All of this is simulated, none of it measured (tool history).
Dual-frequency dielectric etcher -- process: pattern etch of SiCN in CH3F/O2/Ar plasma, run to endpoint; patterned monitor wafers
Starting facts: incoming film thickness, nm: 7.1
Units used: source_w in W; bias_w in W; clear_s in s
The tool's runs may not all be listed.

Run 1, hour 0.0: source_w 520 W, bias_w 63 W. Result: clear_s 17.008 s.
Run 2, hour 0.6: source_w 520 W, bias_w 71 W. Result: clear_s 16.248 s.
Run 3, hour 3.9: source_w 520 W, bias_w 77 W. Result: clear_s 15.756 s.
Run 4, hour 10.9: source_w 520 W, bias_w 70 W. Result: clear_s 16.378 s.
Run 5, hour 18.4: source_w 480 W, bias_w 70 W. Result: clear_s 16.874 s.
Run 6, hour 22.1: source_w 450 W, bias_w 68 W. Result: clear_s 17.388 s.
Run 7, hour 23.6: source_w 430 W, bias_w 66 W. Result: clear_s 17.946 s.

Estimate the outcome of run 8 from the log above:
Run 8, hour 30.8: source_w 410 W, bias_w 65 W. Result: clear_s ?.

clear_s: 18.408 s

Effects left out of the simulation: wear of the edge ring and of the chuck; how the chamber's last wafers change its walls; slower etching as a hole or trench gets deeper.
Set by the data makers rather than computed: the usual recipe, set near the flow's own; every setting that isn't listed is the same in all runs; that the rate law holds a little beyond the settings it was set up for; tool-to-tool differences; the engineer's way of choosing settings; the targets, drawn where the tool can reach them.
